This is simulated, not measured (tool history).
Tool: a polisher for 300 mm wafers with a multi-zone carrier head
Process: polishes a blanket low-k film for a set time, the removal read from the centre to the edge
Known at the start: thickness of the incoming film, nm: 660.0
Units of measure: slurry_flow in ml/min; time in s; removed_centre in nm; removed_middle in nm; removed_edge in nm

run 1 hour=0 | slurry_flow=225 centre_zone=1 middle_zone=1 edge_zone=1 slurry_solids=1 time=31 | removed_centre=19.747 removed_middle=19.598 removed_edge=20.706
run 2 hour=2 | slurry_flow=215 centre_zone=0.97 middle_zone=0.97 edge_zone=0.99 slurry_solids=1 time=31 | removed_centre=18.803 removed_middle=19.274 removed_edge=20.348
run 3 hour=2.5 | slurry_flow=215 centre_zone=0.97 middle_zone=0.97 edge_zone=1.02 slurry_solids=1 time=31 | removed_centre=18.989 removed_middle=19.485 removed_edge=20.565
run 4 hour=7.9 | slurry_flow=185 centre_zone=0.97 middle_zone=0.97 edge_zone=1.02 slurry_solids=1 time=31 | removed_centre=18.625 removed_middle=18.425 removed_edge=19.909
run 5 hour=9 | slurry_flow=175 centre_zone=0.95 middle_zone=0.94 edge_zone=1.03 slurry_solids=1 time=31 | removed_centre=17.894 removed_middle=18.128 removed_edge=20.415
run 6 hour=13.2 | slurry_flow=225 centre_zone=0.95 middle_zone=0.94 edge_zone=1.03 slurry_solids=1 time=31 | removed_centre=18.585 removed_middle=19.379 removed_edge=20.935

For run 7, what comes out?
run 7 hour=15.8 | slurry_flow=210 centre_zone=0.94 middle_zone=0.92 edge_zone=1.02 slurry_solids=1 time=31 | removed_centre=? removed_middle=? removed_edge=?

removed_centre: 18.412 nm
removed_middle: 18.585 nm
removed_edge: 20.485 nm
